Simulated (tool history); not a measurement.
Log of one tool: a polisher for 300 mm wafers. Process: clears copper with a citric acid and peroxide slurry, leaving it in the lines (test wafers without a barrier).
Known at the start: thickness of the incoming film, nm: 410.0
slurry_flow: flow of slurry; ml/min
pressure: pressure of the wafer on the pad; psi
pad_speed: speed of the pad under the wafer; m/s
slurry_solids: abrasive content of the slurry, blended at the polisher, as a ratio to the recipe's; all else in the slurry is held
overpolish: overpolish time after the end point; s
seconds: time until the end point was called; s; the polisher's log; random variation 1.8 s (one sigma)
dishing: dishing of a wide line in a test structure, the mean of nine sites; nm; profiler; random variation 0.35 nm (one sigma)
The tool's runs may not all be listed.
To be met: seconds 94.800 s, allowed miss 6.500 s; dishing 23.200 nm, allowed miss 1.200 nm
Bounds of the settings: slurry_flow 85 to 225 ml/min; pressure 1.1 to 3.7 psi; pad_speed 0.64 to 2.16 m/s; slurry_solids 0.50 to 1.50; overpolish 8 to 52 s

run	day	slurry_flow	pressure	pad_speed	slurry_solids	overpolish	seconds	dishing
1	0.000	145	2.4	1.40	1.00	26	186.160	33.418
2	0.221	145	2.4	1.50	1.00	24	174.360	33.592
3	0.312	145	2.0	1.50	1.00	24	202.090	29.028
4	0.350	155	1.9	1.60	1.05	22	200.800	27.551
5	0.558	155	1.9	1.60	1.05	31	202.910	35.401
6	0.867	155	1.9	1.60	0.85	31	213.230	34.801
7	1.167	145	1.9	1.68	0.95	28	205.730	33.988
8	1.400	145	1.9	1.68	0.95	28	196.290	32.527
9	1.562	135	2.0	1.74	1.05	25	185.300	33.339
10	1.788	175	2.4	2.12	0.80	12	125.460	24.853
11	2.104	180	2.5	2.12	0.75	11	125.850	24.263
12	2.317	185	2.6	2.12	0.70	11	123.680	24.624
13	2.546	190	2.6	2.12	0.70	11	122.690	24.373
14	2.717	195	2.7	2.12	0.65	11	117.870	25.013

Which of these 5 next moves meets every target?
A	2.888	205	2.1	2.04	0.65	17	?	?
B	2.888	160	2.5	1.88	0.70	12	?	?
C	2.888	220	2.5	1.76	0.60	15	?	?
D	2.888	225	3.3	2.16	0.55	8	?	?
E	2.888	190	2.3	2.16	0.60	13	?	?

move	seconds	dishing
A	154.620	27.671
B	144.020	22.345
C	152.290	25.638
D	96.684	22.462
E	137.840	24.632
A: further off than the last run
B: further off than the last run
C: further off than the last run
D: meets every target
E: further off than the last run
The right move is D.
